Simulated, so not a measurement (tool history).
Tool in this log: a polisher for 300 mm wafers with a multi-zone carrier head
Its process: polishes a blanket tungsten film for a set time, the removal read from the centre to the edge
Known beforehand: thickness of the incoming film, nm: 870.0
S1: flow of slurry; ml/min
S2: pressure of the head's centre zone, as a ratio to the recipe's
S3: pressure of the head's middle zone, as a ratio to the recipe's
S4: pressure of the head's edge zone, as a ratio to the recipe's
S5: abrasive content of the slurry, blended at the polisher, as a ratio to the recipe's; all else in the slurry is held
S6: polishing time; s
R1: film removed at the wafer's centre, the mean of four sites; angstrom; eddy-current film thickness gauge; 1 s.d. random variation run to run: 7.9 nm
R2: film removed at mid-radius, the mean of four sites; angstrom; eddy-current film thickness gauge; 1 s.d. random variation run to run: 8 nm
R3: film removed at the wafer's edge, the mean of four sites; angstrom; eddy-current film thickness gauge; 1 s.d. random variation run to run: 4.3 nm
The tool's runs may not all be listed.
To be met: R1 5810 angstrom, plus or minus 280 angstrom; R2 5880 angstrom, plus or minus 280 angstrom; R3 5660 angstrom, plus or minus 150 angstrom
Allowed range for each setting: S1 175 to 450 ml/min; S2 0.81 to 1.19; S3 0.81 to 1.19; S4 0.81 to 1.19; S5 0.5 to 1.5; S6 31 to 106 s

{"run": 1, "hour": 0.0, "S1": 290, "S2": 1, "S3": 1, "S4": 1, "S5": 1, "S6": 68, "R1": 3418.3, "R2": 3313, "R3": 3435.8}
{"run": 2, "hour": 2.1, "S1": 290, "S2": 1, "S3": 1, "S4": 1, "S5": 1.1, "S6": 68, "R1": 3543.6, "R2": 3427.1, "R3": 3506.7}
{"run": 3, "hour": 4.2, "S1": 290, "S2": 1, "S3": 1, "S4": 1, "S5": 1.1, "S6": 56, "R1": 2854.7, "R2": 2807.2, "R3": 2870}
{"run": 4, "hour": 5.9, "S1": 295, "S2": 1.01, "S3": 1.02, "S4": 1.02, "S5": 1.15, "S6": 61, "R1": 3221.9, "R2": 3105.2, "R3": 3206.1}
{"run": 5, "hour": 8.4, "S1": 300, "S2": 1.01, "S3": 1.04, "S4": 1.02, "S5": 1.2, "S6": 65, "R1": 3429.6, "R2": 3469.5, "R3": 3456.9}
{"hour": 10.9, "done": "centre zone pressure recalibrated"}
{"run": 6, "hour": 10.9, "S1": 300, "S2": 1.01, "S3": 1.04, "S4": 1.02, "S5": 1.3, "S6": 65, "R1": 3417.4, "R2": 3451.7, "R3": 3516.5}
{"run": 7, "hour": 18.8, "S1": 305, "S2": 1.03, "S3": 1.06, "S4": 1.03, "S5": 1.35, "S6": 68, "R1": 3619.1, "R2": 3719.2, "R3": 3762.2}
{"run": 8, "hour": 21.4, "S1": 310, "S2": 1.05, "S3": 1.07, "S4": 1.03, "S5": 1.35, "S6": 71, "R1": 3871.7, "R2": 3953.1, "R3": 3854.5}
{"run": 9, "hour": 23.9, "S1": 310, "S2": 1.06, "S3": 1.08, "S4": 1.04, "S5": 1.35, "S6": 74, "R1": 4024.1, "R2": 4017.8, "R3": 4095.8}
{"run": 10, "hour": 25.3, "S1": 315, "S2": 1.07, "S3": 1.09, "S4": 1.03, "S5": 1.35, "S6": 77, "R1": 4249.1, "R2": 4244.6, "R3": 4180.8}
{"run": 11, "hour": 27.3, "S1": 320, "S2": 1.08, "S3": 1.1, "S4": 1.04, "S5": 1.35, "S6": 80, "R1": 4430.3, "R2": 4468.9, "R3": 4439.1}
{"run": 12, "hour": 32.5, "S1": 325, "S2": 1.09, "S3": 1.11, "S4": 1.04, "S5": 1.35, "S6": 82, "R1": 4598.8, "R2": 4809.4, "R3": 4494.9}
{"run": 13, "hour": 37.4, "S1": 330, "S2": 1.1, "S3": 1.11, "S4": 1.05, "S5": 1.35, "S6": 84, "R1": 4831.2, "R2": 4796, "R3": 4657.6}

Which of these 5 next moves meets every target?
{"run": "A", "hour": 42.3, "S1": 320, "S2": 1.19, "S3": 1.06, "S4": 1.02, "S5": 1.25, "S6": 97, "R1": "?", "R2": "?", "R3": "?"}
{"run": "B", "hour": 42.3, "S1": 420, "S2": 1.16, "S3": 0.83, "S4": 1.17, "S5": 1.3, "S6": 82, "R1": "?", "R2": "?", "R3": "?"}
{"run": "C", "hour": 42.3, "S1": 320, "S2": 0.96, "S3": 1.15, "S4": 1.1, "S5": 1.5, "S6": 97, "R1": "?", "R2": "?", "R3": "?"}
{"run": "D", "hour": 42.3, "S1": 330, "S2": 1.08, "S3": 1.16, "S4": 0.95, "S5": 1.1, "S6": 99, "R1": "?", "R2": "?", "R3": "?"}
{"run": "E", "hour": 42.3, "S1": 450, "S2": 1.08, "S3": 1.1, "S4": 1.03, "S5": 1.05, "S6": 106, "R1": "?", "R2": "?", "R3": "?"}

move=A R1=5782.9 R2=5413 R3=5212.2
move=B R1=4929.2 R2=3838.9 R3=4851.8
move=C R1=5057.8 R2=6044.4 R3=5623.6
move=D R1=5324.2 R2=5827.7 R3=5007.5
move=E R1=5784.4 R2=6036.5 R3=5620.6
A: nearer than the last run, and not there yet
B: the biggest miss grows against the last run
C: brings the result that was furthest off to its target, and leaves another outside
D: nearer than the last run, and not there yet
E: every result within its allowed miss
Correct choice: E, which meets every target

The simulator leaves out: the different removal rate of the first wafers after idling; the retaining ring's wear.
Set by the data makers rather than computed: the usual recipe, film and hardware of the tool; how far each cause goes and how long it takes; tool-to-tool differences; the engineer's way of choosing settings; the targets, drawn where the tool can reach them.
